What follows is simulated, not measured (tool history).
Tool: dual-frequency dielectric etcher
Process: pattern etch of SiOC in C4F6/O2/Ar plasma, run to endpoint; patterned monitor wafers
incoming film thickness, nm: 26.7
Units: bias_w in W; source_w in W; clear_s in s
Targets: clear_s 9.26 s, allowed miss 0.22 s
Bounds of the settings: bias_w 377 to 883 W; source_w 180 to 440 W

run,hour,bias_w,source_w,clear_s
1,0,630,310,10.2
2,7.1,520,310,11.097
3,11.5,551,310,10.815
4,12,578,310,10.588
5,13.8,601,310,10.442
6,17.3,701,310,9.7674
7,25.1,711,310,9.7169
8,25.9,720,310,9.7125
9,29.4,729,310,9.6613
10,36,737,310,9.5799
11,42.5,744,310,9.4951
12,43.8,749,310,9.5093

Which of these 4 next moves meets every target?
A,45.1,689,310,?
B,45.1,797,320,?
C,45.1,761,290,?
D,45.1,700,290,?

move,clear_s
A,9.8786
B,9.212
C,9.6271
D,9.9757
A: further off than the last run
B: meets every target
C: further off than the last run
D: further off than the last run
Answer: B
